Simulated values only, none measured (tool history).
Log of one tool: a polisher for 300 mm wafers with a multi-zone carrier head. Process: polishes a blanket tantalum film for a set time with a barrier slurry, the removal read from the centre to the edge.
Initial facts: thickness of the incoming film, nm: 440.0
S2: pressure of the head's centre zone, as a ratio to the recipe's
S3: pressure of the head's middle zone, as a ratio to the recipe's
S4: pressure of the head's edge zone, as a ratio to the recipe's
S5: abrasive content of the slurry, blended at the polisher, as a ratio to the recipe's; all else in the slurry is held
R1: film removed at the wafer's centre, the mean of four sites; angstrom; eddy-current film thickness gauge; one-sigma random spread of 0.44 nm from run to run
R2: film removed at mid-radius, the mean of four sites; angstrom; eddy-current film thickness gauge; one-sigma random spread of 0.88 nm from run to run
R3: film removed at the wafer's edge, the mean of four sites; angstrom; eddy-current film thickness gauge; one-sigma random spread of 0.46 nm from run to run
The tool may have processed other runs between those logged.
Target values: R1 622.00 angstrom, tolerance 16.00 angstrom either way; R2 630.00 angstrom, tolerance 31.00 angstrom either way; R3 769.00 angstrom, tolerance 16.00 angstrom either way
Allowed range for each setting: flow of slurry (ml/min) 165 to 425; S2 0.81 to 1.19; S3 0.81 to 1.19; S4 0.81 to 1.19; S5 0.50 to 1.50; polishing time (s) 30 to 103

Run 1, hour 0.0: flow of slurry (ml/min) 275, S2 1.00, S3 1.00, S4 1.00, S5 1.00, polishing time (s) 66. Result: R1 1045.20 angstrom, R2 1012.20 angstrom, R3 1074.90 angstrom.
Run 2, hour 5.8: flow of slurry (ml/min) 275, S2 1.00, S3 1.00, S4 1.00, S5 0.80, polishing time (s) 66. Result: R1 997.27 angstrom, R2 987.49 angstrom, R3 1017.90 angstrom.
Run 3, hour 10.2: flow of slurry (ml/min) 275, S2 1.00, S3 1.00, S4 1.00, S5 0.80, polishing time (s) 59. Result: R1 893.30 angstrom, R2 898.89 angstrom, R3 920.04 angstrom.
Run 4, hour 13.9: flow of slurry (ml/min) 240, S2 1.00, S3 1.00, S4 1.00, S5 0.80, polishing time (s) 59. Result: R1 885.29 angstrom, R2 875.51 angstrom, R3 894.88 angstrom.
Run 5, hour 20.9: flow of slurry (ml/min) 235, S2 0.95, S3 0.94, S4 1.02, S5 0.70, polishing time (s) 57. Result: R1 800.31 angstrom, R2 756.16 angstrom, R3 860.50 angstrom.
Run 6, hour 22.6: flow of slurry (ml/min) 235, S2 0.91, S3 0.93, S4 1.02, S5 0.65, polishing time (s) 56. Result: R1 720.94 angstrom, R2 741.10 angstrom, R3 846.77 angstrom.
Run 7, hour 25.9: flow of slurry (ml/min) 195, S2 0.88, S3 0.83, S4 0.93, S5 0.50, polishing time (s) 54. Result: R1 623.40 angstrom, R2 627.00 angstrom, R3 717.40 angstrom.
Run 8, hour 29.6: flow of slurry (ml/min) 205, S2 0.87, S3 0.83, S4 0.95, S5 0.50, polishing time (s) 54. Result: R1 633.44 angstrom, R2 625.15 angstrom, R3 729.27 angstrom.
Run 9, hour 35.9: flow of slurry (ml/min) 210, S2 0.86, S3 0.83, S4 0.97, S5 0.50, polishing time (s) 54. Result: R1 627.81 angstrom, R2 615.56 angstrom, R3 750.11 angstrom.
Run 10, hour 43.9: flow of slurry (ml/min) 215, S2 0.85, S3 0.84, S4 0.97, S5 0.50, polishing time (s) 54. Result: R1 626.27 angstrom, R2 633.65 angstrom, R3 750.61 angstrom.
Run 11, hour 45.3: flow of slurry (ml/min) 215, S2 0.84, S3 0.84, S4 0.98, S5 0.50, polishing time (s) 54. Result: R1 611.69 angstrom, R2 638.71 angstrom, R3 747.26 angstrom.

Which single option among these 4 for the next run brings every result within its allowed miss of target? Just one does.
Run A, hour 46.7: flow of slurry (ml/min) 250, S2 0.82, S3 0.90, S4 0.93, S5 0.50, polishing time (s) 53. Result: R1 ?, R2 ?, R3 ?.
Run B, hour 46.7: flow of slurry (ml/min) 235, S2 0.87, S3 0.90, S4 0.93, S5 0.55, polishing time (s) 51. Result: R1 ?, R2 ?, R3 ?.
Run C, hour 46.7: flow of slurry (ml/min) 165, S2 0.86, S3 0.87, S4 0.97, S5 0.50, polishing time (s) 54. Result: R1 ?, R2 ?, R3 ?.
Run D, hour 46.7: flow of slurry (ml/min) 220, S2 0.84, S3 0.83, S4 1.01, S5 0.55, polishing time (s) 54. Result: R1 ?, R2 ?, R3 ?.

move      R1      R2      R3
   A  603.94  665.74  728.41
   B  620.75  644.99  707.36
   C  596.15  613.88  717.27
   D  627.28  632.69  771.91
A: moves away from the targets compared with the last run
B: moves away from the targets compared with the last run
C: moves away from the targets compared with the last run
D: every result lands within tolerance
The move that meets every target is D.

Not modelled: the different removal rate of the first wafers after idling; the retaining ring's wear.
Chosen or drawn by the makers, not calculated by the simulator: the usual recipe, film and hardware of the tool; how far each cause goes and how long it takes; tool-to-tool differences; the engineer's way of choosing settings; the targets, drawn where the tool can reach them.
